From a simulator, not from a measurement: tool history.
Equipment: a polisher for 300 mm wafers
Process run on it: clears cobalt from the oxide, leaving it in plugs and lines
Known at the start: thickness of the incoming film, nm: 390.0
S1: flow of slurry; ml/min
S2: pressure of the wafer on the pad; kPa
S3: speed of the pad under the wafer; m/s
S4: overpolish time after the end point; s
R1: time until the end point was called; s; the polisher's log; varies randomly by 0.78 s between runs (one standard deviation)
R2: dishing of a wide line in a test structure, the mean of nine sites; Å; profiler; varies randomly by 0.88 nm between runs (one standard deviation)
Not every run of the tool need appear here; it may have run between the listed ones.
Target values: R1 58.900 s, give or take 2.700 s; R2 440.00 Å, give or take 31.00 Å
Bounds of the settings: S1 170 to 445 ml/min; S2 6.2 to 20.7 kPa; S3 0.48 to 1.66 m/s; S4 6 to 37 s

run,hour,S1,S2,S3,S4,R1,R2
1,0.0,285,13.1,1.06,19,99.595,370.59
2,4.8,285,10.3,1.06,19,125.140,338.00
3,7.9,285,10.3,1.06,15,124.330,301.26
4,13.3,320,10.3,1.06,15,118.940,313.54
5,16.9,340,13.1,1.08,15,92.157,331.63
6,20.9,340,13.1,1.08,18,95.657,368.28
7,25.0,340,15.2,1.10,18,80.804,379.14
8,29.0,345,16.5,1.10,19,74.258,402.94
9,34.0,345,17.9,1.10,19,70.046,402.93

Exercise: of the 5 proposed moves below, exactly one satisfies all targets within the stated allowed misses. Which move is it?
A,39.0,360,18.6,1.20,12,?,?
B,39.0,385,20.7,1.28,18,?,?
C,39.0,360,18.6,1.26,12,?,?
D,39.0,220,18.6,1.40,11,?,?
E,39.0,280,18.6,1.34,24,?,?

move,R1,R2
A,63.840,358.04
B,54.523,416.84
C,61.566,362.91
D,60.547,353.05
E,60.465,427.45
A: moves toward the targets from the last run without getting all of them in spec
B: pushes the last run's worst result past its target
C: gets the furthest-off result to its target, but another result is out of tolerance
D: gets the furthest-off result to its target, but another result is out of tolerance
E: hits every target within its allowed miss
Go with E: it meets all targets.
